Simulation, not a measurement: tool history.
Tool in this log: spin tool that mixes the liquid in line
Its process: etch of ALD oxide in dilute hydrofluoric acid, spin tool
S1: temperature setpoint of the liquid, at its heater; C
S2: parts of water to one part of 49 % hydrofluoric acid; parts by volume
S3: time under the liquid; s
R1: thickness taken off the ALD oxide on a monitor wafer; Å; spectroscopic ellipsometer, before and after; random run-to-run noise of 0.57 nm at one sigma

{"run": 1, "hour": 0.0, "S1": 22.0, "S2": 250, "S3": 280, "R1": 295.61}
{"run": 2, "hour": 6.5, "S1": 25.0, "S2": 250, "S3": 280, "R1": 328.84}
{"run": 3, "hour": 10.9, "S1": 25.0, "S2": 205, "S3": 280, "R1": 425.33}
{"run": 4, "hour": 19.1, "S1": 25.0, "S2": 205, "S3": 300, "R1": 455.31}
{"run": 5, "hour": 26.3, "S1": 25.0, "S2": 205, "S3": 280, "R1": 415.12}
{"run": 6, "hour": 35.2, "S1": 22.5, "S2": 205, "S3": 280, "R1": 383.01}

Predict the results of run 7:
{"run": 7, "hour": 39.9, "S1": 23.5, "S2": 200, "S3": 280, "R1": "?"}

R1: 416.54 Å

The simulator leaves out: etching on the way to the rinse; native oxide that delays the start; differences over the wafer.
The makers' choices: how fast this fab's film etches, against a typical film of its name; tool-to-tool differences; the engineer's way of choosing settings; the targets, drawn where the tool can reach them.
